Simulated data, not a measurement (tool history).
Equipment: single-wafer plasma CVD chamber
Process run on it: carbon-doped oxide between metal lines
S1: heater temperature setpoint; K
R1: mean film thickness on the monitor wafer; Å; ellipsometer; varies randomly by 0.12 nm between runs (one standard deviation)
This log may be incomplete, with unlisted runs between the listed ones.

{"run": 1, "hour": 0.0, "S1": 613.15, "chamber pressure (mTorr)": 4240, "RF power (kW)": 0.515, "deposition time (s)": 12.6, "R1": 630.74}
{"run": 2, "hour": 5.2, "S1": 617.15, "chamber pressure (mTorr)": 4240, "RF power (kW)": 0.515, "deposition time (s)": 12.6, "R1": 626.47}
{"run": 3, "hour": 5.9, "S1": 617.15, "chamber pressure (mTorr)": 4150, "RF power (kW)": 0.48, "deposition time (s)": 12.5, "R1": 592.94}
{"run": 4, "hour": 11.1, "S1": 617.15, "chamber pressure (mTorr)": 4810, "RF power (kW)": 0.48, "deposition time (s)": 12.5, "R1": 602.4}
{"run": 5, "hour": 15.3, "S1": 618.15, "chamber pressure (mTorr)": 4750, "RF power (kW)": 0.45, "deposition time (s)": 12.4, "R1": 571.85}
{"run": 6, "hour": 23.3, "S1": 619.15, "chamber pressure (mTorr)": 4690, "RF power (kW)": 0.43, "deposition time (s)": 12.4, "R1": 550.23}
{"run": 7, "hour": 31.6, "S1": 620.15, "chamber pressure (mTorr)": 4610, "RF power (kW)": 0.42, "deposition time (s)": 12.4, "R1": 537.0}

Run 8 is up next; what results do you expect?
{"run": 8, "hour": 35.7, "S1": 621.15, "chamber pressure (mTorr)": 4530, "RF power (kW)": 0.415, "deposition time (s)": 12.4, "R1": "?"}

{"run 8": {"R1": 530.76}}
